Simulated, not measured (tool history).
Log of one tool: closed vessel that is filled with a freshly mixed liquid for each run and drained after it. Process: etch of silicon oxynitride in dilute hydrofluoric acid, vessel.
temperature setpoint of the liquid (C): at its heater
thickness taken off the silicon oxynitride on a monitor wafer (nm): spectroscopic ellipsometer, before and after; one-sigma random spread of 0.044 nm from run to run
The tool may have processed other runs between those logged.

| run | hour | temperature setpoint of the liquid (C) | parts of water to one part of 49 % hydrofluoric acid (parts by volume) | time in the liquid (s) | thickness taken off the silicon oxynitride on a monitor wafer (nm) |
|---|---|---|---|---|---|
| 1 | 0 | 22 | 200 | 415 | 9.0046 |
| 2 | 2.1 | 22 | 200 | 415 | 8.9359 |
| 3 | 11.3 | 22 | 200 | 205 | 4.4385 |
| 4 | 12.8 | 22 | 200 | 205 | 4.443 |
| 5 | 21 | 23.5 | 195 | 205 | 4.865 |
| 6 | 28.5 | 26 | 195 | 205 | 5.5261 |
| 7 | 36.9 | 26 | 185 | 205 | 5.8546 |
| 8 | 38.5 | 26 | 180 | 205 | 5.9979 |
| 9 | 41.7 | 26 | 175 | 205 | 6.197 |

Expected results for the next run?
| 10 | 47.6 | 26 | 170 | 205 | ? |

thickness taken off the silicon oxynitride on a monitor wafer (nm): 6.3402
